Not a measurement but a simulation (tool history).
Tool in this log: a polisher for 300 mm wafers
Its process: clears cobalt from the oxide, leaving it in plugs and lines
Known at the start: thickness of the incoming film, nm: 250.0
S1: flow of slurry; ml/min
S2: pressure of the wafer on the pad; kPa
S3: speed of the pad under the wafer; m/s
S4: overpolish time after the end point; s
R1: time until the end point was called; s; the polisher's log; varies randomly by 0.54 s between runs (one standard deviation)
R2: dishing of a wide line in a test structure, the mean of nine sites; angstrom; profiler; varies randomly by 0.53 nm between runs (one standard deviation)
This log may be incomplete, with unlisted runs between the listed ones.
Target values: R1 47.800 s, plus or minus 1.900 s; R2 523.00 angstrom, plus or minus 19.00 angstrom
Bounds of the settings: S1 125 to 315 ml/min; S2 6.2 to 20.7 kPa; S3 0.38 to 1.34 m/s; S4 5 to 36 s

| run | day | S1 | S2 | S3 | S4 | R1 | R2 |
|---|---|---|---|---|---|---|---|
| 1 | 0.000 | 205 | 13.1 | 0.86 | 18 | 69.670 | 486.38 |
| 2 | 0.075 | 205 | 13.1 | 0.86 | 13 | 72.186 | 389.28 |
| 3 | 0.142 | 205 | 14.5 | 0.86 | 13 | 64.376 | 418.23 |
| 4 | 0.425 | 205 | 15.2 | 0.86 | 13 | 62.064 | 428.00 |
| 5 | 0.554 | 205 | 15.9 | 0.86 | 13 | 59.623 | 438.74 |
| 6 | 0.846 | 205 | 16.5 | 0.86 | 13 | 56.127 | 446.51 |
| 7 | 0.900 | 205 | 16.5 | 0.86 | 13 | 57.224 | 449.43 |
| 8 | 1.275 | 205 | 17.2 | 0.86 | 13 | 55.214 | 462.40 |
| 9 | 1.417 | 205 | 17.9 | 0.86 | 13 | 53.701 | 477.11 |

Exactly one of the 5 candidate moves below puts every result within its allowed miss. Which one?
| A | 1.558 | 215 | 19.3 | 0.88 | 14 | ? | ? |
| B | 1.558 | 210 | 16.5 | 0.86 | 17 | ? | ? |
| C | 1.558 | 125 | 17.9 | 0.72 | 20 | ? | ? |
| D | 1.558 | 150 | 14.5 | 0.90 | 19 | ? | ? |
| E | 1.558 | 220 | 16.5 | 1.00 | 10 | ? | ? |

| move | R1 | R2 |
|---|---|---|
| A | 48.193 | 522.88 |
| B | 57.014 | 531.14 |
| C | 63.911 | 545.65 |
| D | 64.698 | 526.97 |
| E | 50.375 | 411.81 |
A: meets every target
B: misses by more than the last run did
C: misses by more than the last run did
D: misses by more than the last run did
E: misses by more than the last run did
The right move is A.
